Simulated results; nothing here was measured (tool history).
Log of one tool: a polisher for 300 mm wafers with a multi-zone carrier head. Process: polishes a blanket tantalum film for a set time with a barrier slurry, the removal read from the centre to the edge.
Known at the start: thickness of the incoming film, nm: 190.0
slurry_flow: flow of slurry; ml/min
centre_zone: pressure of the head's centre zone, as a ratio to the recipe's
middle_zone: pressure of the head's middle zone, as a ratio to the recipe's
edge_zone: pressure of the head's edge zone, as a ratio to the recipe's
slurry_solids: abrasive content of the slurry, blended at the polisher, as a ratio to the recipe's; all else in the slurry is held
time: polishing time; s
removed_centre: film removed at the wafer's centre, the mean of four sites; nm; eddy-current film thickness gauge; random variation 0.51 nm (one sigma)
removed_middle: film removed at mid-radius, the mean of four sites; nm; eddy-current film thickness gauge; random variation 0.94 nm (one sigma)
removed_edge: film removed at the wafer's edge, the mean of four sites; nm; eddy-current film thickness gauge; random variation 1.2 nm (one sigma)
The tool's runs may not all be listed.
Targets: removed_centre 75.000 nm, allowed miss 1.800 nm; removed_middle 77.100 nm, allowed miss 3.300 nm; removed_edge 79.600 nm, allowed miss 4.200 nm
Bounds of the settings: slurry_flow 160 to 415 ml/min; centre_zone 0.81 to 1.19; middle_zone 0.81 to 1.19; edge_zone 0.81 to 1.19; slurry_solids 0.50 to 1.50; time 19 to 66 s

Run 1, hour 0.0: slurry_flow 265 ml/min, centre_zone 1.00, middle_zone 1.00, edge_zone 1.00, slurry_solids 1.00, time 42 s. Result: removed_centre 61.606 nm, removed_middle 61.869 nm, removed_edge 58.566 nm.
Run 2, hour 2.4: slurry_flow 265 ml/min, centre_zone 1.00, middle_zone 1.00, edge_zone 1.03, slurry_solids 1.10, time 42 s. Result: removed_centre 63.571 nm, removed_middle 64.059 nm, removed_edge 61.913 nm.
Run 3, hour 3.8: slurry_flow 265 ml/min, centre_zone 1.00, middle_zone 1.00, edge_zone 1.03, slurry_solids 1.10, time 36 s. Result: removed_centre 54.348 nm, removed_middle 53.748 nm, removed_edge 52.483 nm.
Run 4, hour 5.9: slurry_flow 265 ml/min, centre_zone 1.00, middle_zone 1.01, edge_zone 1.05, slurry_solids 1.15, time 37 s. Result: removed_centre 57.226 nm, removed_middle 54.660 nm, removed_edge 56.593 nm.
Run 5, hour 12.1: slurry_flow 265 ml/min, centre_zone 0.99, middle_zone 1.03, edge_zone 1.05, slurry_solids 1.20, time 38 s. Result: removed_centre 58.800 nm, removed_middle 59.145 nm, removed_edge 57.508 nm.
Run 6, hour 19.5: slurry_flow 230 ml/min, centre_zone 0.99, middle_zone 1.03, edge_zone 1.05, slurry_solids 1.20, time 38 s. Result: removed_centre 57.879 nm, removed_middle 59.292 nm, removed_edge 58.360 nm.
Run 7, hour 22.5: slurry_flow 220 ml/min, centre_zone 1.00, middle_zone 1.04, edge_zone 1.07, slurry_solids 1.25, time 39 s. Result: removed_centre 60.859 nm, removed_middle 61.667 nm, removed_edge 58.408 nm.
At hour 29.1: edge zone pressure recalibrated.
Run 8, hour 29.1: slurry_flow 235 ml/min, centre_zone 0.99, middle_zone 1.04, edge_zone 1.09, slurry_solids 1.30, time 40 s. Result: removed_centre 63.389 nm, removed_middle 63.861 nm, removed_edge 64.791 nm.
Run 9, hour 33.8: slurry_flow 240 ml/min, centre_zone 0.99, middle_zone 1.06, edge_zone 1.10, slurry_solids 1.35, time 40 s. Result: removed_centre 63.430 nm, removed_middle 65.684 nm, removed_edge 66.362 nm.
Run 10, hour 38.1: slurry_flow 245 ml/min, centre_zone 1.00, middle_zone 1.07, edge_zone 1.11, slurry_solids 1.35, time 40 s. Result: removed_centre 63.896 nm, removed_middle 65.076 nm, removed_edge 66.310 nm.
Run 11, hour 39.1: slurry_flow 250 ml/min, centre_zone 1.00, middle_zone 1.08, edge_zone 1.12, slurry_solids 1.35, time 41 s. Result: removed_centre 66.066 nm, removed_middle 68.442 nm, removed_edge 69.194 nm.

4 next moves are on the table. One of them brings every result within its allowed miss. Which?
Run A, hour 40.1: slurry_flow 255 ml/min, centre_zone 0.95, middle_zone 1.10, edge_zone 1.19, slurry_solids 1.45, time 51 s. Result: removed_centre ?, removed_middle ?, removed_edge ?.
Run B, hour 40.1: slurry_flow 225 ml/min, centre_zone 1.04, middle_zone 1.07, edge_zone 1.14, slurry_solids 1.50, time 45 s. Result: removed_centre ?, removed_middle ?, removed_edge ?.
Run C, hour 40.1: slurry_flow 185 ml/min, centre_zone 1.10, middle_zone 1.15, edge_zone 1.06, slurry_solids 1.45, time 44 s. Result: removed_centre ?, removed_middle ?, removed_edge ?.
Run D, hour 40.1: slurry_flow 240 ml/min, centre_zone 1.04, middle_zone 1.09, edge_zone 1.07, slurry_solids 1.45, time 48 s. Result: removed_centre ?, removed_middle ?, removed_edge ?.

move  removed_centre  removed_middle  removed_edge
   A          79.362          90.355        90.893
   B          75.242          77.849        78.561
   C          75.332          79.027        72.629
   D          80.040          84.035        80.768
A: takes the result that was furthest off past its target
B: meets every target
C: brings the result that was furthest off to its target, and leaves another outside
D: takes the result that was furthest off past its target
The right move is B.
